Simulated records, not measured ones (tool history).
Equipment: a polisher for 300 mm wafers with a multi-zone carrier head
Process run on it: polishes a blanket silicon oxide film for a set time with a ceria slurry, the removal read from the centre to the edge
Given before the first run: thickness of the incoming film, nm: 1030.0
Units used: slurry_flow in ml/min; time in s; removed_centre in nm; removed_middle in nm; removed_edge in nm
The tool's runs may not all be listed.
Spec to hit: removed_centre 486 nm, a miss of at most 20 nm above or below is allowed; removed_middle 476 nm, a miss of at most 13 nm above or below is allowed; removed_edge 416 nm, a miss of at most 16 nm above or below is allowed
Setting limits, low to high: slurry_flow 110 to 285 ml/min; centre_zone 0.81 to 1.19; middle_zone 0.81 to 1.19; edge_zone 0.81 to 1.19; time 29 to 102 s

run  hour  slurry_flow  centre_zone  middle_zone  edge_zone  time  removed_centre  removed_middle  removed_edge
  1     0          180            1            1          1    65          412.16          400.68        403.27
  2   7.5          180            1         0.97          1    65          407.56          396.04        399.02
  3  14.3          180            1         0.92          1    65          409.17          382.86        391.45
  4    16          195         1.01         0.96       0.97    65          417.51          394.09        404.06
  5    17          195         1.07         0.96       0.97    65          437.87          402.54         398.2
  6  21.4          155         1.07         0.96       0.97    65          429.71          384.27        387.25
  7  28.2          175         1.09            1       0.95    65          443.31          402.03        383.79
  8  31.1          175         1.09            1       0.95    65           439.7          410.19        390.89
  9  34.1          190          1.1         1.02       0.95    65          451.91          411.36         393.4
 10  40.6          190          1.1         1.02       0.95    65          448.71          417.41         392.5
 11  45.3          200         1.11         1.04       0.95    65           462.5          424.56        394.46
 12  49.9          210         1.11         1.06       0.95    65          459.44             430        398.68
 13  58.2          210         1.11         1.06       0.95    65          459.33          438.51        403.73
 14  65.5          220         1.12         1.07       0.95    65          463.62          439.44        405.14
 15  72.7          225         1.13         1.08       0.95    65          476.78          448.29        397.27
 16  73.5          230         1.13         1.09       0.96    65          481.99          451.22        410.35
 17  79.3          230         1.13         1.09       0.96    65          472.06          452.64        412.39
 18  88.2          235         1.13          1.1       0.96    65          472.54          449.74        399.12

Which one of the following 4 next-run settings gets every result inside its allowed miss? There is exactly one.
  A  97.1          230         1.09         1.19       0.81    67               ?               ?             ?
  B  97.1          240         1.15         1.17       1.04    65               ?               ?             ?
  C  97.1          285         1.09         1.13       0.87    62               ?               ?             ?
  D  97.1          235         1.01            1       1.05    65               ?               ?             ?

move  removed_centre  removed_middle  removed_edge
   A          481.26          496.79        379.93
   B          495.32          476.89        415.44
   C          456.42          449.57        369.36
   D          432.98          416.37        417.63
A: pushes the last run's worst result past its target
B: every result within its allowed miss
C: misses by more than the last run did
D: misses by more than the last run did
Go with B: it meets all targets.

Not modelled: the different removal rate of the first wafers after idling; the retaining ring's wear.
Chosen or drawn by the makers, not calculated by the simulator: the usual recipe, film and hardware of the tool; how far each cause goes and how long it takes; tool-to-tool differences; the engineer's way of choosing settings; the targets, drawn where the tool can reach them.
